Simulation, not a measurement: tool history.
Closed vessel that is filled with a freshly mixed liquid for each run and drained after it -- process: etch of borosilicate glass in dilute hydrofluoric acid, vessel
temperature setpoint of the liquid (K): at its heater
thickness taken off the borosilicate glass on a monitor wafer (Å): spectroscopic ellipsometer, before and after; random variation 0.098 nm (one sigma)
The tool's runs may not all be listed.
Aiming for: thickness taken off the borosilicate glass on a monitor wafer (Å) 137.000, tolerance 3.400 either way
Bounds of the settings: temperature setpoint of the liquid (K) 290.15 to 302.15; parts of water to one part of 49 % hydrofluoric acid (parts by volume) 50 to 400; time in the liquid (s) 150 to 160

run	day	temperature setpoint of the liquid (K)	parts of water to one part of 49 % hydrofluoric acid (parts by volume)	time in the liquid (s)	thickness taken off the borosilicate glass on a monitor wafer (Å)
1	0.000	294.15	225	150	82.941
2	0.179	297.65	225	150	95.239
3	0.404	297.65	225	150	94.412
4	0.588	298.65	215	150	102.590
5	0.800	299.65	205	150	112.900
6	0.950	299.65	205	160	119.830
7	1.142	300.15	200	160	127.480
8	1.238	300.65	200	160	128.960
9	1.596	301.15	200	160	130.960

Exactly one of the 4 candidate moves below puts every result within its allowed miss. Which one?
A	1.954	294.65	170	160	?
B	1.954	301.65	200	150	?
C	1.954	301.65	205	155	?
D	1.954	300.65	180	150	?

move	thickness taken off the borosilicate glass on a monitor wafer (Å)
A	126.230
B	125.960
C	126.230
D	138.310
A: the biggest miss grows against the last run
B: the biggest miss grows against the last run
C: the biggest miss grows against the last run
D: all results land within tolerance of their targets
So the answer is move D, the one that meets all the targets.
